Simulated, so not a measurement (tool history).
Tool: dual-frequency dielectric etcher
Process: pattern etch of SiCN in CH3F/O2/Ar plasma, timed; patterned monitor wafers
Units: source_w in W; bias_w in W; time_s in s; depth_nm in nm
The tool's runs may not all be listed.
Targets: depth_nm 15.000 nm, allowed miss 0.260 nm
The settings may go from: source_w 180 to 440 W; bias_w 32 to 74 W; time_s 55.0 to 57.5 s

run,hour,source_w,bias_w,time_s,depth_nm
1,0.0,310,53,55.0,17.296
2,8.2,310,46,55.0,16.626
3,10.3,300,46,55.0,16.451
4,12.1,300,46,55.0,16.443
5,15.0,290,46,55.0,16.275
6,15.8,290,53,55.0,16.924
7,17.1,280,53,55.0,16.640
8,21.0,270,53,55.0,16.508
9,24.9,260,53,55.0,16.385
10,26.6,250,53,55.0,16.061
11,35.5,240,53,55.0,15.945
12,38.4,240,53,55.0,15.903
13,45.5,230,53,55.0,15.743
14,46.7,220,53,55.0,15.525

5 next moves are on the table. One of them brings every result within its allowed miss. Which?
A,47.9,230,55,56.5,?
B,47.9,180,66,56.0,?
C,47.9,180,49,57.5,?
D,47.9,220,51,57.0,?
E,47.9,210,53,55.5,?

move,depth_nm
A,16.334
B,15.932
C,14.928
D,15.896
E,15.436
A: further off than the last run
B: further off than the last run
C: meets every target
D: further off than the last run
E: nearer than the last run, and not there yet
Move C is the one to make.
